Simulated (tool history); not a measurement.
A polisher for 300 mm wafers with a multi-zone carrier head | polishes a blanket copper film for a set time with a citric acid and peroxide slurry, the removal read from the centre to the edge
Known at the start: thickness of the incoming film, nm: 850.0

run    day  flow of slurry (ml/min)  pressure of the head's centre zone  pressure of the head's middle zone  pressure of the head's edge zone  abrasive content of the slurry  polishing time (s)  film removed at the wafer's centre (nm)  film removed at mid-radius (nm)  film removed at the wafer's edge (nm)
  1  0.000                      280                                1.00                                1.00                              1.00                            1.00                  57                                   105.25                           107.22                                 104.93
  2  0.033                      280                                1.00                                1.01                              1.01                            1.05                  58                                   108.78                           109.22                                 107.29
  3  0.229                      280                                1.06                                1.01                              1.01                            1.05                  58                                   114.13                           109.17                                 110.16
  4  0.421                      280                                1.06                                1.01                              1.01                            1.15                  58                                   115.99                           110.53                                 109.13
  5  0.454                      280                                1.05                                1.02                              1.03                            1.15                  59                                   117.24                           114.92                                 114.51
  6  0.821                      285                                1.05                                1.04                              1.04                            1.20                  59                                   118.48                           117.93                                 113.26
  7  0.850                      280                                1.04                                1.04                              1.05                            1.20                  60                                   120.31                           119.96                                 116.33

Forecast run 8:
  8  1.208                      280                                1.03                                1.05                              1.06                            1.20                  61                                        ?                                ?                                      ?

{"run 8": {"film removed at the wafer's centre (nm)": 121.11, "film removed at mid-radius (nm)": 121.94, "film removed at the wafer's edge (nm)": 118.34}}
